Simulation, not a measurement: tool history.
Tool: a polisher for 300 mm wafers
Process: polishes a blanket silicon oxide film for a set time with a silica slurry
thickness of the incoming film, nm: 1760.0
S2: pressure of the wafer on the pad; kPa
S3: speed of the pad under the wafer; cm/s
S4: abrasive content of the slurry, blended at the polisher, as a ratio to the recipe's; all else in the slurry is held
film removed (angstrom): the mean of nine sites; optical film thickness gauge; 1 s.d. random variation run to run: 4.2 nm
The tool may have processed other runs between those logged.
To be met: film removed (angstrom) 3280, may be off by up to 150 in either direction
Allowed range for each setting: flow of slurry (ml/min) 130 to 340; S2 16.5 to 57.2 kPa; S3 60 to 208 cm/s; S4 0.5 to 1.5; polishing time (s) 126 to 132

run 1 hour=0 | flow_of_slurry_(ml/min)=220 S2=36.5 S3=134 S4=1 polishing_time_(s)=126 | film_removed_(angstrom)=5088.7
run 2 hour=1.8 | flow_of_slurry_(ml/min)=220 S2=36.5 S3=154 S4=1 polishing_time_(s)=126 | film_removed_(angstrom)=5530.9
run 3 hour=10.4 | flow_of_slurry_(ml/min)=220 S2=36.5 S3=154 S4=0.9 polishing_time_(s)=126 | film_removed_(angstrom)=5235.5
run 4 hour=19 | flow_of_slurry_(ml/min)=220 S2=34.5 S3=154 S4=0.9 polishing_time_(s)=126 | film_removed_(angstrom)=5086.8
run 5 hour=22.7 | flow_of_slurry_(ml/min)=220 S2=34.5 S3=168 S4=0.9 polishing_time_(s)=126 | film_removed_(angstrom)=5458.2
run 6 hour=31.2 | flow_of_slurry_(ml/min)=270 S2=34.5 S3=168 S4=0.9 polishing_time_(s)=126 | film_removed_(angstrom)=5564.9
run 7 hour=38.7 | flow_of_slurry_(ml/min)=270 S2=24.1 S3=158 S4=0.9 polishing_time_(s)=126 | film_removed_(angstrom)=4215.3
run 8 hour=44.6 | flow_of_slurry_(ml/min)=270 S2=23.4 S3=156 S4=0.9 polishing_time_(s)=126 | film_removed_(angstrom)=4063.3
run 9 hour=45.4 | flow_of_slurry_(ml/min)=270 S2=22.8 S3=154 S4=0.9 polishing_time_(s)=126 | film_removed_(angstrom)=4018.8
run 10 hour=50.6 | flow_of_slurry_(ml/min)=270 S2=22.1 S3=152 S4=0.9 polishing_time_(s)=126 | film_removed_(angstrom)=3921.8
run 11 hour=51.5 | flow_of_slurry_(ml/min)=270 S2=21.4 S3=150 S4=0.9 polishing_time_(s)=126 | film_removed_(angstrom)=3723.6
run 12 hour=56.6 | flow_of_slurry_(ml/min)=270 S2=20.7 S3=150 S4=0.9 polishing_time_(s)=126 | film_removed_(angstrom)=3729.3

Which single option among these 4 for the next run brings every result within its allowed miss of target? Just one does.
run A hour=61.7 | flow_of_slurry_(ml/min)=340 S2=29 S3=154 S4=0.75 polishing_time_(s)=132 | film_removed_(angstrom)=?
run B hour=61.7 | flow_of_slurry_(ml/min)=265 S2=17.2 S3=112 S4=1.15 polishing_time_(s)=126 | film_removed_(angstrom)=?
run C hour=61.7 | flow_of_slurry_(ml/min)=280 S2=19.3 S3=128 S4=1 polishing_time_(s)=126 | film_removed_(angstrom)=?
run D hour=61.7 | flow_of_slurry_(ml/min)=255 S2=21.4 S3=160 S4=0.85 polishing_time_(s)=126 | film_removed_(angstrom)=?

move=A film_removed_(angstrom)=4506.7
move=B film_removed_(angstrom)=3003.2
move=C film_removed_(angstrom)=3343.1
move=D film_removed_(angstrom)=3859.6
A: its largest miss is bigger than the last run's
B: takes the biggest miss from the last run beyond its target
C: each result inside its tolerance
D: its largest miss is bigger than the last run's
The right move is C.
